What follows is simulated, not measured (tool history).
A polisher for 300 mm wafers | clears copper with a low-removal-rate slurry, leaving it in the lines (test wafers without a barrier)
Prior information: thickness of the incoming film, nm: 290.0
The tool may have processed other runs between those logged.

run  hour  flow of slurry (ml/min)  pressure of the wafer on the pad (kPa)  speed of the pad under the wafer (m/s)  abrasive content of the slurry  overpolish time after the end point (s)  time until the end point was called (s)  dishing of a wide line in a test structure (angstrom)
  1   0.0                      175                                    17.2                                    0.86                            1.00                                       29                                   144.48                                                 239.42
  2   7.5                      175                                    17.2                                    0.86                            1.00                                       18                                   144.18                                                 197.77
  3  14.4                      175                                    13.1                                    0.86                            1.00                                       18                                   189.49                                                 165.02
  4  15.6                      175                                    13.1                                    0.86                            1.15                                       18                                   181.30                                                 171.55
  5  19.9                      175                                    17.2                                    0.86                            1.15                                       18                                   143.32                                                 202.72
  6  22.1                      175                                    17.2                                    0.74                            1.15                                       18                                   163.42                                                 183.85
  7  26.9                      175                                    17.2                                    0.74                            1.15                                       18                                   160.51                                                 182.66
  8  27.9                      175                                    18.6                                    0.74                            1.15                                       18                                   153.02                                                 190.06
  9  35.4                      175                                    20.0                                    0.76                            1.15                                       18                                   138.32                                                 199.59

Run 10 comes next. What will it give?
 10  38.3                      175                                    21.4                                    0.78                            1.15                                       18                                        ?                                                      ?

time until the end point was called (s): 124.89
dishing of a wide line in a test structure (angstrom): 217.24

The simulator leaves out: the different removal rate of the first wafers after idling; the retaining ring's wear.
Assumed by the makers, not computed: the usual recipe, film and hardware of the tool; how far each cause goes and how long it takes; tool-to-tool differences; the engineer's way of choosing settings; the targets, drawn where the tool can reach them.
